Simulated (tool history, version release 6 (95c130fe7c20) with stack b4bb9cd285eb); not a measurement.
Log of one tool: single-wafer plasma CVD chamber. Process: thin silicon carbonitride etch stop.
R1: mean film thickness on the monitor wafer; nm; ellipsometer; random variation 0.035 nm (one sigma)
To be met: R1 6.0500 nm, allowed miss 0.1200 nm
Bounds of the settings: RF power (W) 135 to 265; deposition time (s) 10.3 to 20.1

{"run": 1, "hour": 0.0, "RF power (W)": 200, "deposition time (s)": 15.2, "R1": 8.4845}
{"run": 2, "hour": 2.3, "RF power (W)": 190, "deposition time (s)": 15.2, "R1": 8.2984}
{"run": 3, "hour": 4.1, "RF power (W)": 180, "deposition time (s)": 14.6, "R1": 7.8829}
{"run": 4, "hour": 5.0, "RF power (W)": 175, "deposition time (s)": 14.0, "R1": 7.3912}
{"run": 5, "hour": 9.4, "RF power (W)": 200, "deposition time (s)": 14.0, "R1": 7.683}
{"run": 6, "hour": 17.5, "RF power (W)": 200, "deposition time (s)": 12.8, "R1": 7.0016}
{"run": 7, "hour": 24.5, "RF power (W)": 195, "deposition time (s)": 12.6, "R1": 6.88}
{"run": 8, "hour": 29.2, "RF power (W)": 165, "deposition time (s)": 11.1, "R1": 5.8093}
{"run": 9, "hour": 36.6, "RF power (W)": 170, "deposition time (s)": 11.1, "R1": 5.8012}
{"run": 10, "hour": 41.2, "RF power (W)": 175, "deposition time (s)": 11.1, "R1": 5.9106}

Which of these 4 next moves meets every target?
{"run": "A", "hour": 45.8, "RF power (W)": 170, "deposition time (s)": 12.2, "R1": "?"}
{"run": "B", "hour": 45.8, "RF power (W)": 200, "deposition time (s)": 11.4, "R1": "?"}
{"run": "C", "hour": 45.8, "RF power (W)": 180, "deposition time (s)": 11.3, "R1": "?"}
{"run": "D", "hour": 45.8, "RF power (W)": 170, "deposition time (s)": 11.0, "R1": "?"}

move=A R1=6.4119
move=B R1=6.3022
move=C R1=6.0457
move=D R1=5.7812
A: takes the result that was furthest off past its target
B: takes the result that was furthest off past its target
C: meets every target
D: further off than the last run
The right move is C.
